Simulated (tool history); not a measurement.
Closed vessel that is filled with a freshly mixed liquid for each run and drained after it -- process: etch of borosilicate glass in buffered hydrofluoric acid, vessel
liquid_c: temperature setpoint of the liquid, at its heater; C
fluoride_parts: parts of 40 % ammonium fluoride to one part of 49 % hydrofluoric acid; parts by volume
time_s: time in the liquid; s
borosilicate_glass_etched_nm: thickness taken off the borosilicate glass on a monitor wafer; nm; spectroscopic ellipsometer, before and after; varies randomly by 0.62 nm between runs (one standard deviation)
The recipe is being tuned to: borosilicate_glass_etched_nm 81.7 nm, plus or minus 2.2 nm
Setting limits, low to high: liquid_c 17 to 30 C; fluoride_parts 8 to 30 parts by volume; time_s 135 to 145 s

| run | day | liquid_c | fluoride_parts | time_s | borosilicate_glass_etched_nm |
|---|---|---|---|---|---|
| 1 | 0 | 22 | 22.5 | 135 | 70.22 |
| 2 | 0.354 | 19.5 | 22.5 | 135 | 61.566 |
| 3 | 0.554 | 17 | 22.5 | 135 | 53.266 |
| 4 | 0.829 | 17 | 22.5 | 145 | 57.122 |
| 5 | 1.021 | 18.5 | 22.5 | 145 | 62.42 |
|  | 1.208 | hydrofluoric acid flow meter replaced |
| 6 | 1.208 | 18.5 | 18 | 145 | 69.746 |
| 7 | 1.479 | 22 | 17.5 | 145 | 87.272 |
| 8 | 1.579 | 21.5 | 17.5 | 145 | 84.575 |

Which of these 5 next moves meets every target?
| A | 1.679 | 19.5 | 16.5 | 140 | ? |
| B | 1.679 | 23 | 20 | 140 | ? |
| C | 1.679 | 20 | 16.5 | 135 | ? |
| D | 1.679 | 20.5 | 17 | 135 | ? |
| E | 1.679 | 20 | 15.5 | 135 | ? |

| move | borosilicate_glass_etched_nm |
|---|---|
| A | 77.905 |
| B | 77.924 |
| C | 77.221 |
| D | 77.053 |
| E | 82.165 |
A: takes the biggest miss from the last run beyond its target
B: takes the biggest miss from the last run beyond its target
C: takes the biggest miss from the last run beyond its target
D: takes the biggest miss from the last run beyond its target
E: each result inside its tolerance
E is the move that brings every result within its allowed miss.
